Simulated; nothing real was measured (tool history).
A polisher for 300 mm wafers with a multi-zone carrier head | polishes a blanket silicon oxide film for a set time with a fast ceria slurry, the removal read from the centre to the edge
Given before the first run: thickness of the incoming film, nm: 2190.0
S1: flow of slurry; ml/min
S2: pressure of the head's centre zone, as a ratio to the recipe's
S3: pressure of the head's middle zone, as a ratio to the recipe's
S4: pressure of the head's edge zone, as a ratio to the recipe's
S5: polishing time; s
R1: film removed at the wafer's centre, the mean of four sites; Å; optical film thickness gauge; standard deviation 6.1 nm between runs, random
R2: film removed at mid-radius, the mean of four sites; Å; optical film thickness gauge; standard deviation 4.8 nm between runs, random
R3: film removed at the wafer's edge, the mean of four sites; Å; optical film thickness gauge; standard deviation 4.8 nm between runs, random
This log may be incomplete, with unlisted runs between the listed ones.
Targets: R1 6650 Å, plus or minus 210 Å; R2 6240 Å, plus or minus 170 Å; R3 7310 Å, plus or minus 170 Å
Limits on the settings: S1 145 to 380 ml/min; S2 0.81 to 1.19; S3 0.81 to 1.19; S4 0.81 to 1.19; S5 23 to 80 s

run,hour,S1,S2,S3,S4,S5,R1,R2,R3
1,0,245,1,1,1,51,5979.2,6604.3,6555.4
2,7.7,245,1,1,1,39,4562.4,4995.4,5078.5
3,15.2,255,1.03,0.97,1.06,43,5262.9,5438.7,5803.1
4,18,270,1.05,0.96,1.1,45,5649,5638.5,6115
# hour 22.7: centre zone pressure recalibrated
5,22.7,270,1,0.96,1.1,45,5866.6,5640.9,6124.9
6,23.7,270,0.95,0.96,1.1,45,5675.9,5624.8,6232.8
7,28.3,280,0.93,0.96,1.13,46,5590.1,5819.2,6401.4
8,32.2,285,0.94,0.94,1.15,48,5939.6,5922.4,6675.1
9,35.2,290,0.95,0.93,1.16,49,6193.3,5992.2,6890.7
10,44.2,300,0.95,0.93,1.17,50,6306.3,6103.8,7155.9

Which single option among these 4 for the next run brings every result within its allowed miss of target? Just one does.
A,53.2,335,0.99,0.85,1.19,50,?,?,?
B,53.2,295,0.97,0.93,1.19,51,?,?,?
C,53.2,270,0.93,0.84,1.16,51,?,?,?
D,53.2,300,0.91,0.81,1.19,54,?,?,?

move,R1,R2,R3
A,6564.8,5764.1,7192.4
B,6488.6,6269,7270.2
C,6161.8,5719.6,7140.1
D,6446.6,5933.5,7718.6
A: the worst result of the last run now meets its target, but another is out of spec
B: meets every target
C: further off than the last run
D: the worst result of the last run now meets its target, but another is out of spec
The move that meets every target is B.
